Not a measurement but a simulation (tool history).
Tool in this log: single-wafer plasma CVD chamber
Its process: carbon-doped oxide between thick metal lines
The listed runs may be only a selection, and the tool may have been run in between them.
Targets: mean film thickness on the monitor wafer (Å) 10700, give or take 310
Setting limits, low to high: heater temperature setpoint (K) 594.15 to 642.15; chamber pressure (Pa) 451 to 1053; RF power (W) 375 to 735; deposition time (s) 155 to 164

run  hour  heater temperature setpoint (K)  chamber pressure (Pa)  RF power (W)  deposition time (s)  mean film thickness on the monitor wafer (Å)
  1     0                           618.15                    752           555                  164                                        9086.4
  2   2.3                           617.15                    765           570                  164                                        9275.1
  3   6.2                           617.15                    684           570                  164                                        9186.3
  4   8.8                           617.15                    684           570                  155                                        8601.9
       16  -- thermocouple changed; heater temperature recalibrated
  5    16                           617.15                    684           570                  155                                        8528.4
  6  18.5                           617.15                    684           570                  164                                          9022
  7  22.1                           616.15                    716           580                  164                                        9157.6
  8  27.2                           616.15                    741           600                  164                                        9394.6

Pick the move, out of 5, that brings all results within their allowed miss; only one does.
  A  32.3                           603.15                    744           690                  164                                             ?
  B  32.3                           608.15                    741           495                  164                                             ?
  C  32.3                           622.15                    784           580                  155                                             ?
  D  32.3                           626.15                    824           640                  155                                             ?
  E  32.3                           623.15                    735           460                  164                                             ?

move  mean film thickness on the monitor wafer (Å)
   A                                         10521
   B                                        8685.1
   C                                        8591.4
   D                                        8996.7
   E                                        7959.6
A: each result inside its tolerance
B: misses by more than the last run did
C: misses by more than the last run did
D: misses by more than the last run did
E: misses by more than the last run did
Move A is the one to make.

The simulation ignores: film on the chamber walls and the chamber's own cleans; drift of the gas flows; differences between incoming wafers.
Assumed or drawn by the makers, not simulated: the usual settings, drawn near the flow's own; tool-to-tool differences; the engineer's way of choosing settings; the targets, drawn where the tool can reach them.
